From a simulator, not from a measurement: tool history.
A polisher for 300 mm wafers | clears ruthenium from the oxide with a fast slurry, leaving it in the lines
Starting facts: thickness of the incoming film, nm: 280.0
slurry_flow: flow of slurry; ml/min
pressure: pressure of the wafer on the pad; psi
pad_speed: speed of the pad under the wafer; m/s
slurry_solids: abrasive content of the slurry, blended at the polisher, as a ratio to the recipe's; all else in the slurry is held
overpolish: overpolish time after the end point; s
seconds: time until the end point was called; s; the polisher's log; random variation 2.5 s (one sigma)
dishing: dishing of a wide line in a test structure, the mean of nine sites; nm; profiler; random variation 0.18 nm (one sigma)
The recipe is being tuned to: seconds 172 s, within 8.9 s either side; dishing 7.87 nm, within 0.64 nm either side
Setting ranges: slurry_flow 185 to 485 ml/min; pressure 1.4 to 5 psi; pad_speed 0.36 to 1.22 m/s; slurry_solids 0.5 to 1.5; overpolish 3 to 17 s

run 1 hour=0 | slurry_flow=310 pressure=3.2 pad_speed=0.78 slurry_solids=1 overpolish=9 | seconds=75.632 dishing=25.033
run 2 hour=3.4 | slurry_flow=310 pressure=2.9 pad_speed=0.72 slurry_solids=1 overpolish=8 | seconds=93.76 dishing=18.851
run 3 hour=4.3 | slurry_flow=310 pressure=2.9 pad_speed=0.72 slurry_solids=0.8 overpolish=8 | seconds=103.23 dishing=16.813
run 4 hour=7.2 | slurry_flow=310 pressure=2.7 pad_speed=0.72 slurry_solids=0.8 overpolish=7 | seconds=112.02 dishing=13.932
run 5 hour=9.3 | slurry_flow=310 pressure=2.7 pad_speed=0.72 slurry_solids=0.8 overpolish=6 | seconds=108.7 dishing=12.571
run 6 hour=14.3 | slurry_flow=310 pressure=2.4 pad_speed=0.72 slurry_solids=0.8 overpolish=6 | seconds=128.97 dishing=10.708
run 7 hour=16.8 | slurry_flow=310 pressure=2.3 pad_speed=0.72 slurry_solids=0.8 overpolish=6 | seconds=131.89 dishing=10.178
run 8 hour=24.7 | slurry_flow=310 pressure=2.2 pad_speed=0.72 slurry_solids=0.8 overpolish=6 | seconds=139.08 dishing=10.292
run 9 hour=29.1 | slurry_flow=310 pressure=2.1 pad_speed=0.72 slurry_solids=0.8 overpolish=6 | seconds=143.16 dishing=9.3926
run 10 hour=32.5 | slurry_flow=310 pressure=2 pad_speed=0.72 slurry_solids=0.8 overpolish=6 | seconds=143.64 dishing=8.8516
run 11 hour=33.3 | slurry_flow=310 pressure=1.9 pad_speed=0.72 slurry_solids=0.8 overpolish=6 | seconds=155.91 dishing=8.8366

Of the 4 settings listed for the next run, only one would bring every result within its allowed miss of target. Which one?
run A hour=34.1 | slurry_flow=420 pressure=2.1 pad_speed=0.6 slurry_solids=1 overpolish=5 | seconds=? dishing=?
run B hour=34.1 | slurry_flow=285 pressure=2 pad_speed=0.68 slurry_solids=0.85 overpolish=7 | seconds=? dishing=?
run C hour=34.1 | slurry_flow=285 pressure=2.2 pad_speed=0.76 slurry_solids=0.75 overpolish=6 | seconds=? dishing=?
run D hour=34.1 | slurry_flow=330 pressure=2.2 pad_speed=0.64 slurry_solids=0.65 overpolish=6 | seconds=? dishing=?

move=A seconds=146.36 dishing=7.4118
move=B seconds=151.48 dishing=9.9779
move=C seconds=133.14 dishing=9.735
move=D seconds=169.55 dishing=7.6739
A: the biggest miss grows against the last run
B: the biggest miss grows against the last run
C: the biggest miss grows against the last run
D: meets every target
So the answer is move D, the one that meets all the targets.

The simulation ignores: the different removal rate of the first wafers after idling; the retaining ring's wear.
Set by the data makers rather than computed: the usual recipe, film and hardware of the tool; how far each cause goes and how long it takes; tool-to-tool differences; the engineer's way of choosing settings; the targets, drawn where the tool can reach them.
